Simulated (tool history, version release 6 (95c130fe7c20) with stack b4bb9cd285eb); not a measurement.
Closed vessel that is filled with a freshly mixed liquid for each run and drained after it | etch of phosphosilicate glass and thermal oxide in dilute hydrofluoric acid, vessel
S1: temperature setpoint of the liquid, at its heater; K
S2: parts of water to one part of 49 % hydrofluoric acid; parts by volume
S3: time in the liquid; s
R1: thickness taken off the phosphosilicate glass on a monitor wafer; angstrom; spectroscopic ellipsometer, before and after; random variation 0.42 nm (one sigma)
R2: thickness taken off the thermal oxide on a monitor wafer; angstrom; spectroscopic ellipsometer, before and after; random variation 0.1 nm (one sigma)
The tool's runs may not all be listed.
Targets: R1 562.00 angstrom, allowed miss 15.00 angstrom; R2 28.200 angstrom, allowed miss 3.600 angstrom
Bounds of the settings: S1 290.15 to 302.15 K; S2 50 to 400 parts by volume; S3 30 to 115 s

run,day,S1,S2,S3,R1,R2
1,0.000,294.15,225,60,157.19,7.384
2,0.308,296.15,175,60,230.15,12.416
3,0.688,296.15,140,65,325.62,15.031
4,0.779,296.15,140,50,251.97,12.559
# day 1.088: hydrofluoric acid flow meter replaced
5,1.088,297.15,140,50,281.68,15.243
6,1.429,297.65,115,50,362.16,17.416
7,1.496,298.65,110,50,399.75,20.429
8,1.612,299.65,105,50,432.92,20.668
9,1.917,300.15,100,50,464.79,23.991
10,2.112,300.65,95,50,508.30,25.188
11,2.471,302.15,85,50,597.36,29.818
12,2.638,301.65,85,50,595.88,30.326
13,2.708,301.65,85,50,598.71,29.954
14,2.812,301.15,85,50,585.53,30.268

5 next moves are on the table. One of them brings every result within its allowed miss. Which?
A,2.917,298.15,115,80,?,?
B,2.917,292.65,100,90,?,?
C,2.917,295.15,120,95,?,?
D,2.917,302.15,115,65,?,?
E,2.917,300.15,95,60,?,?

move,R1,R2
A,591.01,29.678
B,624.30,31.350
C,594.25,29.841
D,559.22,28.082
E,594.82,29.869
A: further off than the last run
B: further off than the last run
C: further off than the last run
D: meets every target
E: further off than the last run
Move D is the one to make.
